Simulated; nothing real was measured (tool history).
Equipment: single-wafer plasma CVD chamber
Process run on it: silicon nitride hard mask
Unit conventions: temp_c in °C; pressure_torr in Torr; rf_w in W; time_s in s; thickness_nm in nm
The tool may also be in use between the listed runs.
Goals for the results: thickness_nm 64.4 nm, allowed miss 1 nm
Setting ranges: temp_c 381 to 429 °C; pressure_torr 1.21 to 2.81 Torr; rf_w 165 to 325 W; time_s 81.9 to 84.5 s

run  hour  temp_c  pressure_torr  rf_w  time_s  thickness_nm
  1     0     405           2.01   245    81.9        81.798
  2   1.7     405           1.87   235    81.9        77.282
  3   3.6     410           1.87   235    81.9        76.724
  4     6     411           1.74   230    81.9        73.823
  5   9.6     411           1.74   220    81.9        70.489
  6  17.4     411           1.65   220    81.9        69.391
  7  21.1     411           1.58   220    81.9        68.577
  8  22.4     411           1.52   220    81.9        68.029
  9  28.2     411           1.47   220    81.9        67.395
 10  35.4     411           1.21   215    81.9        62.225
 11  37.9     411           1.24   215    81.9        62.796
 12  44.9     411           1.26   215    81.9        62.858
 13  45.7     411           1.28   215    81.9        62.873

Consider the 4 candidate settings below. Which is the only one whose results all fall within their allowed miss of target?
  A  46.5     414           1.28   220    84.5             ?
  B  46.5     413           1.38   220    82.5             ?
  C  46.5     406           1.41   215    83.6             ?
  D  46.5     419           1.21   220    82.9             ?

move  thickness_nm
   A        66.744
   B        66.553
   C        66.359
   D        64.333
A: moves the result that the last run missed by most past its target, out the other side
B: moves the result that the last run missed by most past its target, out the other side
C: moves the result that the last run missed by most past its target, out the other side
D: all results land within tolerance of their targets
Correct choice: D, which meets every target

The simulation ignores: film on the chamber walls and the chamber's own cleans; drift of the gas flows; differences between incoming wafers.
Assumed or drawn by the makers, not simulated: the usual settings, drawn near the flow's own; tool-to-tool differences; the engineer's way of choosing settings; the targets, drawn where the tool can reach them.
